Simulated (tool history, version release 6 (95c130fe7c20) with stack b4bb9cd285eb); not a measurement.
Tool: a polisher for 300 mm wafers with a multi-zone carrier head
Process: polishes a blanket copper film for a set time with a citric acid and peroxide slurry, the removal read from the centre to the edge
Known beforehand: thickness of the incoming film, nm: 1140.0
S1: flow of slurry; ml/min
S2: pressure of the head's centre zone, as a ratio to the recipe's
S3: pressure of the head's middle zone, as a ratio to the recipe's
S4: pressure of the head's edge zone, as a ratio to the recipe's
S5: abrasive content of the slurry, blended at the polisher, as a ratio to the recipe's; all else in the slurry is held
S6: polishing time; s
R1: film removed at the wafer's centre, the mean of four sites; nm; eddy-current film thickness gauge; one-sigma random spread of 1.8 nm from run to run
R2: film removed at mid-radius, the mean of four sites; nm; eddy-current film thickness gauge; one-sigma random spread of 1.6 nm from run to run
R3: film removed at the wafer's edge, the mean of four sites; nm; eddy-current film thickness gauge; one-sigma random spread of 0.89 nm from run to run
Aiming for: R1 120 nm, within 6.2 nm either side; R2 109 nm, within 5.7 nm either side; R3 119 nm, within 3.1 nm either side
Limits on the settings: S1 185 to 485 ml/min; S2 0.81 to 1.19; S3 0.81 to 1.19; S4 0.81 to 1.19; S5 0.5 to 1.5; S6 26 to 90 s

run  hour   S1    S2    S3    S4    S5  S6      R1      R2      R3
  1     0  310     1     1     1     1  58  152.08  147.54   150.9
  2     4  305  0.99  0.97  0.98   0.9  57  139.88  140.11  143.82
  3   5.3  305  1.03  0.97  0.98   0.9  57  147.63  139.04  145.91
  4   7.2  305  1.03  0.97  0.98   0.9  65  167.91  157.01  165.04
  5   7.9  305  1.04  0.95  0.96   0.8  62  158.74  143.74  151.02
  6  11.4  305  1.04  1.01  0.96   0.8  62  155.78  146.28  150.39
  7  18.1  295  1.04  0.98  0.95  0.75  60  147.41  134.05  141.38
  8  25.1  280  1.03  0.97  0.93   0.7  60   146.4   135.1  136.08
  9  27.6  295  1.03  0.96  0.94  0.65  58  136.92  124.93  129.98

Consider the 5 candidate settings below. Which is the only one whose results all fall within their allowed miss of target?
  A  30.1  290  0.86  0.96   1.1   0.6  62   ?   ?   ?
  B  30.1  325   1.1  0.91  1.01   0.6  48   ?   ?   ?
  C  30.1  245  1.01  0.92  0.96  0.65  53   ?   ?   ?
  D  30.1  310  1.06  0.99  0.92  0.55  65   ?   ?   ?
  E  30.1  285  1.15  0.93  0.98   0.6  54   ?   ?   ?

move      R1      R2      R3
   A  117.21  129.91  144.52
   B  117.79  97.218   108.3
   C  118.17   107.7  116.88
   D  148.46  136.52  135.55
   E  136.49  109.82  118.79
A: the biggest miss grows against the last run
B: takes the biggest miss from the last run beyond its target
C: in spec on every target
D: the biggest miss grows against the last run
E: gets the furthest-off result to its target, but another result is out of tolerance
So the answer is move C, the one that meets all the targets.
